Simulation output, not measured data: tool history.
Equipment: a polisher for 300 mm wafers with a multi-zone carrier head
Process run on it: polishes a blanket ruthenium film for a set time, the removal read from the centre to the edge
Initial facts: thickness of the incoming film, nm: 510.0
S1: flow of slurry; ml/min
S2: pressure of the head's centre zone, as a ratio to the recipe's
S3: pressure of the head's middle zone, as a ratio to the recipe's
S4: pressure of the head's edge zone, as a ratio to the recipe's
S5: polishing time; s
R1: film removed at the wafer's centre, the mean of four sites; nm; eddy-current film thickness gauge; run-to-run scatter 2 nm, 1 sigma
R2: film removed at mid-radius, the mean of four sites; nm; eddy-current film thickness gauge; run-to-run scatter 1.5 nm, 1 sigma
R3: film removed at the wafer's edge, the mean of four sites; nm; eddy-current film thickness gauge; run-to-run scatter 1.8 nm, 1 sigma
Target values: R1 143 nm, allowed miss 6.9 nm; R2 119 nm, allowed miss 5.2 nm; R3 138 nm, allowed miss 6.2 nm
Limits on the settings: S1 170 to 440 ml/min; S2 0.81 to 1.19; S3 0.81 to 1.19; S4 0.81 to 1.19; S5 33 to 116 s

run 1 hour=0 | S1=280 S2=1 S3=1 S4=1 S5=74 | R1=88.444 R2=90.053 R3=92.452
run 2 hour=0.7 | S1=285 S2=1.04 S3=0.98 S4=1.03 S5=81 | R1=103.74 R2=97.606 R3=103.77
run 3 hour=6.9 | S1=285 S2=1.04 S3=1.04 S4=1.03 S5=81 | R1=102 R2=105.82 R3=103.9
run 4 hour=13.2 | S1=285 S2=1.04 S3=1.04 S4=0.98 S5=81 | R1=103.72 R2=102.36 R3=100.01
run 5 hour=19.2 | S1=285 S2=1.04 S3=1.04 S4=0.91 S5=81 | R1=103.36 R2=100.92 R3=95.247
run 6 hour=21.4 | S1=285 S2=1.06 S3=1.01 S4=0.97 S5=86 | R1=112.96 R2=105.94 R3=106.03
run 7 hour=26.8 | S1=285 S2=1.08 S3=0.99 S4=1.02 S5=89 | R1=116.59 R2=107.07 R3=112.86
run 8 hour=30.7 | S1=295 S2=1.11 S3=0.98 S4=1.05 S5=92 | R1=124.08 R2=111.1 R3=117.91
run 9 hour=37.2 | S1=295 S2=1.12 S3=0.96 S4=1.07 S5=95 | R1=129.84 R2=114.51 R3=120.42

4 next moves are on the table. One of them brings every result within its allowed miss. Which?
run A hour=43.7 | S1=290 S2=1.05 S3=0.95 S4=1.1 S5=96 | R1=? R2=? R3=?
run B hour=43.7 | S1=195 S2=0.98 S3=0.91 S4=1.16 S5=114 | R1=? R2=? R3=?
run C hour=43.7 | S1=255 S2=1.1 S3=0.89 S4=1.08 S5=107 | R1=? R2=? R3=?
run D hour=43.7 | S1=260 S2=1.12 S3=1.08 S4=1.09 S5=83 | R1=? R2=? R3=?

move=A R1=121.08 R2=110.19 R3=122.3
move=B R1=127.06 R2=119.64 R3=142.58
move=C R1=138.55 R2=114.58 R3=133.93
move=D R1=109.72 R2=104.83 R3=104.19
A: lands further from the targets than the last run did
B: corrects the largest miss of the last run, while another result sits out of spec
C: every result within its allowed miss
D: lands further from the targets than the last run did
The move that meets every target is C.
